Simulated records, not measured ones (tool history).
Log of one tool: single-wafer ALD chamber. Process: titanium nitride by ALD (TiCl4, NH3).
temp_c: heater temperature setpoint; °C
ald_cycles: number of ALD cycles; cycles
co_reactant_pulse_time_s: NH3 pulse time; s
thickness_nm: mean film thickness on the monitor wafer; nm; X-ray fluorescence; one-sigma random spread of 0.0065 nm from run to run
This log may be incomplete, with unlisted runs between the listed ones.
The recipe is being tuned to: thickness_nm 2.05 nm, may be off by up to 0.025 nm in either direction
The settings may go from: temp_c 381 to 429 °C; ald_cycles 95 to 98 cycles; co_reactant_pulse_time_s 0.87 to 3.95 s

| run | day | temp_c | ald_cycles | co_reactant_pulse_time_s | thickness_nm |
|---|---|---|---|---|---|
| 1 | 0 | 405 | 95 | 2.41 | 2.1607 |
| 2 | 0.375 | 399 | 95 | 2.05 | 2.1414 |
| 3 | 0.408 | 399 | 95 | 2.32 | 2.1502 |
| 4 | 0.517 | 395 | 95 | 1.98 | 2.1284 |
| 5 | 0.588 | 395 | 98 | 1.98 | 2.1909 |
| 6 | 0.646 | 395 | 98 | 1.98 | 2.1947 |
| 7 | 0.7 | 392 | 97 | 1.77 | 2.141 |
| 8 | 0.779 | 391 | 97 | 1.69 | 2.1243 |
| 9 | 1.062 | 390 | 97 | 1.66 | 2.1126 |

Pick the move, out of 4, that brings all results within their allowed miss; only one does.
| A | 1.346 | 382 | 97 | 1.9 | ? |
| B | 1.346 | 394 | 96 | 1.41 | ? |
| C | 1.346 | 394 | 98 | 1.77 | ? |
| D | 1.346 | 388 | 97 | 1.69 | ? |

| move | thickness_nm |
|---|---|
| A | 2.1321 |
| B | 2.0651 |
| C | 2.1695 |
| D | 2.1201 |
A: misses by more than the last run did
B: meets every target
C: misses by more than the last run did
D: misses by more than the last run did
B is the move that brings every result within its allowed miss.
